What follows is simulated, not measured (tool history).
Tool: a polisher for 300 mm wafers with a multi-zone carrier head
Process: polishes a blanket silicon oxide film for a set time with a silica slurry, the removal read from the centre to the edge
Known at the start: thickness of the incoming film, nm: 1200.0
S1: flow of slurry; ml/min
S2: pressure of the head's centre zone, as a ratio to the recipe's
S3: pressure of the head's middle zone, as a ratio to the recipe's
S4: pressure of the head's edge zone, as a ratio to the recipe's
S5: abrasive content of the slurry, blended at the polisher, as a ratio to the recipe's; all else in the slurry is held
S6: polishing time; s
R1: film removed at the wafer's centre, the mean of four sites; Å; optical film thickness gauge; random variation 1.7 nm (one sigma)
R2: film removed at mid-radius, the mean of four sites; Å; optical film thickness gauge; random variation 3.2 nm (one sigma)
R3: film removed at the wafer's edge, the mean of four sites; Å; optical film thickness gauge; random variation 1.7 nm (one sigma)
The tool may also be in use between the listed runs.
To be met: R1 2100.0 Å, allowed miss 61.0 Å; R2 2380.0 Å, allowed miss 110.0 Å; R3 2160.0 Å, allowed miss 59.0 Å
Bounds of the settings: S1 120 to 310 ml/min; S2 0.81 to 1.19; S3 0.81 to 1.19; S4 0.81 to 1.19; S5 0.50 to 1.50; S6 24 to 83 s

run 1 hour=0.0 | S1=200 S2=1.00 S3=1.00 S4=1.00 S5=1.00 S6=53 | R1=1598.1 R2=1637.4 R3=1489.8
run 2 hour=2.7 | S1=205 S2=1.00 S3=1.01 S4=1.02 S5=1.05 S6=53 | R1=1657.3 R2=1684.0 R3=1550.8
run 3 hour=9.3 | S1=210 S2=0.99 S3=1.03 S4=1.04 S5=1.10 S6=53 | R1=1685.8 R2=1769.7 R3=1615.6
run 4 hour=18.2 | S1=215 S2=0.99 S3=1.04 S4=1.06 S5=1.15 S6=53 | R1=1723.4 R2=1799.0 R3=1653.1
run 5 hour=23.4 | S1=215 S2=0.98 S3=1.05 S4=1.07 S5=1.20 S6=54 | R1=1784.6 R2=1922.1 R3=1740.8
run 6 hour=28.2 | S1=215 S2=1.04 S3=1.05 S4=1.07 S5=1.20 S6=54 | R1=1916.3 R2=1916.9 R3=1736.2
run 7 hour=29.0 | S1=220 S2=1.03 S3=1.06 S4=1.08 S5=1.25 S6=54 | R1=1915.1 R2=1991.6 R3=1785.1
run 8 hour=33.6 | S1=225 S2=1.02 S3=1.07 S4=1.09 S5=1.30 S6=54 | R1=1934.8 R2=2060.2 R3=1822.4
run 9 hour=41.1 | S1=225 S2=1.01 S3=1.07 S4=1.10 S5=1.35 S6=54 | R1=1958.1 R2=2042.5 R3=1844.0
-- hour=47.1 edge zone pressure recalibrated
run 10 hour=47.1 | S1=225 S2=1.00 S3=1.08 S4=1.11 S5=1.35 S6=54 | R1=1921.2 R2=2049.0 R3=1986.0
run 11 hour=55.5 | S1=230 S2=1.00 S3=1.09 S4=1.11 S5=1.35 S6=54 | R1=1929.2 R2=2086.4 R3=1960.9

5 next moves are on the table. One of them brings every result within its allowed miss. Which?
run A hour=63.9 | S1=250 S2=1.12 S3=0.90 S4=1.13 S5=1.25 S6=49 | R1=? R2=? R3=?
run B hour=63.9 | S1=210 S2=1.04 S3=1.19 S4=1.05 S5=1.00 S6=66 | R1=? R2=? R3=?
run C hour=63.9 | S1=155 S2=1.12 S3=1.04 S4=0.95 S5=1.50 S6=54 | R1=? R2=? R3=?
run D hour=63.9 | S1=245 S2=1.05 S3=1.04 S4=1.13 S5=1.30 S6=59 | R1=? R2=? R3=?
run E hour=63.9 | S1=185 S2=1.00 S3=1.14 S4=1.15 S5=1.20 S6=63 | R1=? R2=? R3=?

move=A R1=1892.2 R2=1562.3 R3=1772.8
move=B R1=2071.8 R2=2338.3 R3=2019.0
move=C R1=2094.7 R2=1966.9 R3=1842.0
move=D R1=2169.2 R2=2157.3 R3=2164.4
move=E R1=2045.0 R2=2319.5 R3=2187.2
A: further off than the last run
B: nearer than the last run, and not there yet
C: further off than the last run
D: brings the result that was furthest off to its target, and leaves another outside
E: meets every target
Move E is the one to make.

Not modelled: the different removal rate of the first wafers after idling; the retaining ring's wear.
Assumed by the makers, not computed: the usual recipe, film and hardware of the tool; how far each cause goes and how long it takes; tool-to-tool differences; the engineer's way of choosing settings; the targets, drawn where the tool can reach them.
